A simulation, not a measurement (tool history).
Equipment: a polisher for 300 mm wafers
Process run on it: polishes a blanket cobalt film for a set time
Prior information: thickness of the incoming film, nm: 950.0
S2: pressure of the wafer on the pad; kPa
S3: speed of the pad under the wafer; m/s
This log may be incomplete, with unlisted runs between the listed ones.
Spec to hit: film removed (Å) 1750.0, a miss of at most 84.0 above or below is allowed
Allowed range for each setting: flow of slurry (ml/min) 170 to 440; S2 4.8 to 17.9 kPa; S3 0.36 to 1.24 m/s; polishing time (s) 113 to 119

run 1 day=0.000 | flow_of_slurry_(ml/min)=280 S2=11.0 S3=0.80 polishing_time_(s)=113 | film_removed_(Å)=2899.0
run 2 day=0.079 | flow_of_slurry_(ml/min)=280 S2=9.7 S3=0.80 polishing_time_(s)=113 | film_removed_(Å)=2534.6
run 3 day=0.358 | flow_of_slurry_(ml/min)=280 S2=9.7 S3=0.80 polishing_time_(s)=119 | film_removed_(Å)=2668.1
run 4 day=0.512 | flow_of_slurry_(ml/min)=280 S2=9.7 S3=0.80 polishing_time_(s)=113 | film_removed_(Å)=2563.1
run 5 day=0.888 | flow_of_slurry_(ml/min)=280 S2=9.7 S3=0.80 polishing_time_(s)=113 | film_removed_(Å)=2567.2
-- day=1.196 worn pad replaced by a new one
run 6 day=1.196 | flow_of_slurry_(ml/min)=280 S2=9.7 S3=1.00 polishing_time_(s)=113 | film_removed_(Å)=3521.3
run 7 day=1.562 | flow_of_slurry_(ml/min)=280 S2=8.3 S3=0.94 polishing_time_(s)=113 | film_removed_(Å)=2821.5
run 8 day=1.712 | flow_of_slurry_(ml/min)=280 S2=6.9 S3=0.90 polishing_time_(s)=113 | film_removed_(Å)=2276.4
run 9 day=2.088 | flow_of_slurry_(ml/min)=280 S2=6.2 S3=0.88 polishing_time_(s)=113 | film_removed_(Å)=2018.2

Exercise: of the 4 proposed moves below, exactly one satisfies all targets within the stated allowed misses. Which move is it?
run A day=2.462 | flow_of_slurry_(ml/min)=305 S2=6.9 S3=0.58 polishing_time_(s)=114 | film_removed_(Å)=?
run B day=2.462 | flow_of_slurry_(ml/min)=305 S2=5.5 S3=0.80 polishing_time_(s)=117 | film_removed_(Å)=?
run C day=2.462 | flow_of_slurry_(ml/min)=260 S2=6.9 S3=0.76 polishing_time_(s)=113 | film_removed_(Å)=?
run D day=2.462 | flow_of_slurry_(ml/min)=250 S2=5.5 S3=0.90 polishing_time_(s)=117 | film_removed_(Å)=?

move=A film_removed_(Å)=1549.8
move=B film_removed_(Å)=1755.8
move=C film_removed_(Å)=1960.6
move=D film_removed_(Å)=1927.5
A: moves the result that the last run missed by most past its target, out the other side
B: every result lands within tolerance
C: an improvement on the last run, though not all results are within tolerance
D: an improvement on the last run, though not all results are within tolerance
Answer: B
